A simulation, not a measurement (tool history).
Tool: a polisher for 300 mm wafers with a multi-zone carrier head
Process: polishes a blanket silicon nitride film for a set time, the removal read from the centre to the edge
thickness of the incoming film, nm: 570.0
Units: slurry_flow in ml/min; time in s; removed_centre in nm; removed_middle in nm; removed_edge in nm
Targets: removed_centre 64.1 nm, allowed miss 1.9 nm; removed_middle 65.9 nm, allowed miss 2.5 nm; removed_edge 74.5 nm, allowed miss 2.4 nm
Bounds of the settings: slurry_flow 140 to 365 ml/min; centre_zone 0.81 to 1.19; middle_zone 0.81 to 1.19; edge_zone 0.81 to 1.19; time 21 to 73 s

Run 1, hour 0: slurry_flow 235 ml/min, centre_zone 1, middle_zone 1, edge_zone 1, time 47 s. Result: removed_centre 106.79 nm, removed_middle 109.38 nm, removed_edge 112.26 nm.
Run 2, hour 5.3: slurry_flow 235 ml/min, centre_zone 1, middle_zone 1.06, edge_zone 1, time 47 s. Result: removed_centre 106.57 nm, removed_middle 116.07 nm, removed_edge 111.23 nm.
Run 3, hour 10.8: slurry_flow 230 ml/min, centre_zone 0.99, middle_zone 1.04, edge_zone 0.99, time 45 s. Result: removed_centre 101.82 nm, removed_middle 109.59 nm, removed_edge 104.17 nm.
Run 4, hour 14.9: slurry_flow 225 ml/min, centre_zone 0.97, middle_zone 1.02, edge_zone 0.99, time 44 s. Result: removed_centre 95.874 nm, removed_middle 103.82 nm, removed_edge 102.95 nm.
Run 5, hour 15.9: slurry_flow 220 ml/min, centre_zone 0.96, middle_zone 1, edge_zone 0.98, time 43 s. Result: removed_centre 92.921 nm, removed_middle 100.87 nm, removed_edge 99.601 nm.
Run 6, hour 19: slurry_flow 220 ml/min, centre_zone 0.95, middle_zone 0.98, edge_zone 0.98, time 42 s. Result: removed_centre 89.629 nm, removed_middle 94.569 nm, removed_edge 97.361 nm.
Run 7, hour 24: slurry_flow 215 ml/min, centre_zone 0.94, middle_zone 0.97, edge_zone 0.97, time 41 s. Result: removed_centre 86.133 nm, removed_middle 93.825 nm, removed_edge 95.814 nm.
Run 8, hour 24.8: slurry_flow 215 ml/min, centre_zone 0.94, middle_zone 0.96, edge_zone 0.97, time 40 s. Result: removed_centre 84.068 nm, removed_middle 90.344 nm, removed_edge 92.766 nm.
Run 9, hour 26: slurry_flow 215 ml/min, centre_zone 0.94, middle_zone 0.95, edge_zone 0.97, time 39 s. Result: removed_centre 81.43 nm, removed_middle 88.331 nm, removed_edge 89.057 nm.
Run 10, hour 30.7: slurry_flow 210 ml/min, centre_zone 0.94, middle_zone 0.94, edge_zone 0.98, time 38 s. Result: removed_centre 79.154 nm, removed_middle 83.071 nm, removed_edge 88.923 nm.
Run 11, hour 36.4: slurry_flow 185 ml/min, centre_zone 0.85, middle_zone 0.84, edge_zone 0.88, time 32 s. Result: removed_centre 58.887 nm, removed_middle 61.381 nm, removed_edge 69.482 nm.
Run 12, hour 38.1: slurry_flow 190 ml/min, centre_zone 0.85, middle_zone 0.84, edge_zone 0.89, time 32 s. Result: removed_centre 59.412 nm, removed_middle 61.249 nm, removed_edge 70.679 nm.
Run 13, hour 39.8: slurry_flow 195 ml/min, centre_zone 0.85, middle_zone 0.84, edge_zone 0.89, time 32 s. Result: removed_centre 59.335 nm, removed_middle 63.933 nm, removed_edge 70.588 nm.
Run 14, hour 46.3: slurry_flow 195 ml/min, centre_zone 0.86, middle_zone 0.84, edge_zone 0.9, time 32 s. Result: removed_centre 60.215 nm, removed_middle 63.523 nm, removed_edge 71.609 nm.
Run 15, hour 51.5: slurry_flow 200 ml/min, centre_zone 0.86, middle_zone 0.84, edge_zone 0.9, time 32 s. Result: removed_centre 61.466 nm, removed_middle 62.794 nm, removed_edge 71.266 nm.
Run 16, hour 58: slurry_flow 215 ml/min, centre_zone 0.86, middle_zone 0.85, edge_zone 0.93, time 32 s. Result: removed_centre 61.356 nm, removed_middle 63.341 nm, removed_edge 72.124 nm.

5 next moves are on the table. One of them brings every result within its allowed miss. Which?
Run A, hour 64.5: slurry_flow 205 ml/min, centre_zone 0.85, middle_zone 0.81, edge_zone 0.82, time 36 s. Result: removed_centre ?, removed_middle ?, removed_edge ?.
Run B, hour 64.5: slurry_flow 225 ml/min, centre_zone 0.86, middle_zone 0.93, edge_zone 0.9, time 33 s. Result: removed_centre ?, removed_middle ?, removed_edge ?.
Run C, hour 64.5: slurry_flow 230 ml/min, centre_zone 0.87, middle_zone 0.84, edge_zone 0.93, time 33 s. Result: removed_centre ?, removed_middle ?, removed_edge ?.
Run D, hour 64.5: slurry_flow 160 ml/min, centre_zone 0.82, middle_zone 0.87, edge_zone 0.96, time 33 s. Result: removed_centre ?, removed_middle ?, removed_edge ?.
Run E, hour 64.5: slurry_flow 240 ml/min, centre_zone 0.91, middle_zone 0.91, edge_zone 0.81, time 33 s. Result: removed_centre ?, removed_middle ?, removed_edge ?.

move  removed_centre  removed_middle  removed_edge
   A          67.433          68.604        78.164
   B          63.586          71.458         75.37
   C          64.512          65.885        76.788
   D          56.638          63.678        74.386
   E          67.971           70.79        72.396
A: takes the result that was furthest off past its target
B: brings the result that was furthest off to its target, and leaves another outside
C: meets every target
D: further off than the last run
E: takes the result that was furthest off past its target
The right move is C.
